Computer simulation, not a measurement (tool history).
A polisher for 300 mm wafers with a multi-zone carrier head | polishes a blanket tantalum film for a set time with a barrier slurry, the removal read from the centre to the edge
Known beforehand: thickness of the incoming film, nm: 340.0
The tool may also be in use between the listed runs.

run	hour	flow of slurry (ml/min)	pressure of the head's centre zone	pressure of the head's middle zone	pressure of the head's edge zone	abrasive content of the slurry	polishing time (s)	film removed at the wafer's centre (angstrom)	film removed at mid-radius (angstrom)	film removed at the wafer's edge (angstrom)
1	0	315	1	1	1	1	66	831.03	822.55	820.95
2	6.6	310	0.94	1.01	0.98	0.85	62	696.22	741.15	731.84
3	9.4	310	0.94	1.01	1.04	0.85	62	702.53	743.66	744.48
4	12	310	0.9	1.02	1.02	0.75	59	607.48	675.94	672.76
5	20.4	310	0.88	1.03	0.99	0.65	58	542.14	621.2	600.68
6	22.4	260	0.88	1.03	0.99	0.65	58	545.83	622.62	612.64
7	28.9	260	0.88	1.03	0.99	0.65	58	537.31	616.31	593.01
8	33.9	255	0.86	1.03	0.98	0.65	58	524.58	613.72	602.81
9	39.5	275	0.84	1.08	0.94	0.5	56	430.22	539.62	504.61
10	46.5	275	0.85	1.09	0.97	0.5	56	434.58	544.45	518.82
11	48.2	275	0.86	1.1	0.97	0.55	56	470.25	582.86	523.09
12	53.1	275	0.85	1.09	0.99	0.55	56	466.95	569.41	531.59
13	57.7	275	0.84	1.09	1	0.55	56	460.62	576.35	545.98
14	60.1	275	0.84	1.09	1	0.55	56	457.43	576.8	532.98
15	67.4	275	0.84	1.09	1.01	0.55	56	448.36	575.32	536.79

Run 16, settings as shown, results not yet in. Your forecast:
16	69.8	275	0.85	1.09	1.02	0.55	56	?	?	?

{"run 16": {"film removed at the wafer's centre (angstrom)": 467.64, "film removed at mid-radius (angstrom)": 559.09, "film removed at the wafer's edge (angstrom)": 554.33}}
